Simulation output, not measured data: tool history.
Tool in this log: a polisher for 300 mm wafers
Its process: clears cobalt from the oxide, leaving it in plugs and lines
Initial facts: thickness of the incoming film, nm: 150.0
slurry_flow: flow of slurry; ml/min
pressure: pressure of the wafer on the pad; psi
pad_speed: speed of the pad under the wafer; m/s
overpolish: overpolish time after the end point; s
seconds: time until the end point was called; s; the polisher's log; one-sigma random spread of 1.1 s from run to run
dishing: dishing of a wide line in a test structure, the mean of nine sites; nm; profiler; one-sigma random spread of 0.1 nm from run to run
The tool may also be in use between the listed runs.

{"run": 1, "hour": 0.0, "slurry_flow": 175, "pressure": 2.5, "pad_speed": 0.78, "overpolish": 10, "seconds": 34.558, "dishing": 31.246}
{"run": 2, "hour": 7.0, "slurry_flow": 175, "pressure": 2.1, "pad_speed": 0.78, "overpolish": 10, "seconds": 40.868, "dishing": 27.718}
{"run": 3, "hour": 9.6, "slurry_flow": 170, "pressure": 1.8, "pad_speed": 0.68, "overpolish": 8, "seconds": 53.159, "dishing": 19.248}
{"run": 4, "hour": 13.5, "slurry_flow": 170, "pressure": 1.2, "pad_speed": 0.68, "overpolish": 8, "seconds": 77.296, "dishing": 13.642}
{"run": 5, "hour": 14.3, "slurry_flow": 160, "pressure": 1.2, "pad_speed": 0.66, "overpolish": 6, "seconds": 82.569, "dishing": 10.137}
{"run": 6, "hour": 17.5, "slurry_flow": 160, "pressure": 1.2, "pad_speed": 0.84, "overpolish": 6, "seconds": 65.24, "dishing": 12.624}
{"run": 7, "hour": 25.3, "slurry_flow": 145, "pressure": 1.2, "pad_speed": 0.82, "overpolish": 5, "seconds": 66.348, "dishing": 10.289}
{"run": 8, "hour": 26.8, "slurry_flow": 130, "pressure": 1.2, "pad_speed": 0.8, "overpolish": 4, "seconds": 70.516, "dishing": 7.8761}

Estimate the outcome of run 9 from the log above:
{"run": 9, "hour": 32.0, "slurry_flow": 120, "pressure": 1.2, "pad_speed": 0.8, "overpolish": 4, "seconds": "?", "dishing": "?"}

{"run 9": {"seconds": 70.041, "dishing": 7.5423}}
